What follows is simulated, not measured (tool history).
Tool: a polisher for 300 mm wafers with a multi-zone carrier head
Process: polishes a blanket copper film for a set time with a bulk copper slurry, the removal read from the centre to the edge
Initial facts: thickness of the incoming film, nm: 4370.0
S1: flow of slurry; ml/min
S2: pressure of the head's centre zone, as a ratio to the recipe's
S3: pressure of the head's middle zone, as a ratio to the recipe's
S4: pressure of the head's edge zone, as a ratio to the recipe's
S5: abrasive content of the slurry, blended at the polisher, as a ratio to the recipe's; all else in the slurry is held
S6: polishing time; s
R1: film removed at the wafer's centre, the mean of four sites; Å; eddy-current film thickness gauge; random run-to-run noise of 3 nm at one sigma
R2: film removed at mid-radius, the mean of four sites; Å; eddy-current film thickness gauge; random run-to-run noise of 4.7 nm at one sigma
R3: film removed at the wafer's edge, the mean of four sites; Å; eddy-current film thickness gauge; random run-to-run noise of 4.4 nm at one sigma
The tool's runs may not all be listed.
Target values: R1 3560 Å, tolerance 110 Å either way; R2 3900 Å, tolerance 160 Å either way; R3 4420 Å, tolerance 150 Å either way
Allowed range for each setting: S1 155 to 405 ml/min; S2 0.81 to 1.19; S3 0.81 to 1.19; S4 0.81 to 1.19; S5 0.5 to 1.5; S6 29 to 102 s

run,hour,S1,S2,S3,S4,S5,S6,R1,R2,R3
1,0,260,1,1,1,1,65,6990,7083.8,6878.8
2,6.9,315,1,1,1,1,65,7175.2,7277,7085.5
3,11.8,300,0.95,0.96,1.01,0.9,59,5880.8,6109.8,6281.9
4,16.3,300,0.95,0.96,1.05,0.9,59,5986.9,6169.8,6441.3
5,17.6,300,0.95,0.96,1.05,0.9,69,6872,7217.8,7491.9
6,26.3,300,0.88,0.96,1.05,0.9,69,6385.5,7166.8,7503.2
7,29.5,285,0.86,0.93,1.02,0.8,63,5583.6,6234.8,6617.6
8,34.4,280,0.85,0.91,1.01,0.75,58,4944.7,5694.1,5869
9,35.5,280,0.85,0.89,1.03,0.7,54,4577.8,4965.5,5372.3
10,39.3,265,0.84,0.89,1.05,0.65,52,4274.6,4654.9,5163.5
11,46.3,255,0.83,0.88,1.05,0.6,51,4101.3,4564.4,5015.2
12,54.6,250,0.83,0.87,1.05,0.6,50,3961.3,4424.3,4889.8
13,55.2,245,0.83,0.86,1.05,0.6,49,3881.1,4221.3,4830.5
14,64,210,0.81,0.85,0.98,0.5,47,3414.1,3731.4,4264.3
15,64.8,215,0.81,0.85,0.99,0.5,47,3411.4,3897.1,4211.2
16,73.7,220,0.81,0.85,1,0.5,47,3394.6,3820.4,4285
17,76,225,0.81,0.85,1.01,0.5,47,3458.9,3858.8,4296.7

Of the 4 settings listed for the next run, only one would bring every result within its allowed miss of target. Which one?
A,78.3,185,0.81,0.82,1.04,0.55,47,?,?,?
B,78.3,305,0.82,0.85,1.05,0.5,46,?,?,?
C,78.3,230,0.82,0.86,0.93,0.85,41,?,?,?
D,78.3,210,0.85,1.02,1.06,0.5,43,?,?,?

move,R1,R2,R3
A,3374,3655.4,4384.7
B,3544.9,3861.8,4453.6
C,3391,3740.9,4067.4
D,3262.3,3948,4027.6
A: lands further from the targets than the last run did
B: meets every target
C: lands further from the targets than the last run did
D: lands further from the targets than the last run did
So the answer is move B, the one that meets all the targets.
